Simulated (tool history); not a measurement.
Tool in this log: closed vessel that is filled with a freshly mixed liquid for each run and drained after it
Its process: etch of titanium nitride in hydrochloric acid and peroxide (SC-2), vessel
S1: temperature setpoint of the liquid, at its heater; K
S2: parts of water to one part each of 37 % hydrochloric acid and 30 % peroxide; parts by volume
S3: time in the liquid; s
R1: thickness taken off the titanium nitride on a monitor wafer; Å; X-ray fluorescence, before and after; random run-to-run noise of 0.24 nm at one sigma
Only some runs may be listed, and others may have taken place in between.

run	day	S1	S2	S3	R1
1	0	338.15	9.5	280	202.44
2	0.354	338.15	6.5	280	272.08
3	0.688	338.65	6.5	280	282.86
4	1.029	338.65	8.5	280	229.28
5	1.096	339.15	8.5	280	236.26
6	1.404	339.65	8.5	280	243.33
7	1.596	340.15	8.5	280	250.68

Predict the results of run 8:
8	1.658	344.15	8.5	280	?

{"run 8": {"R1": 318.04}}
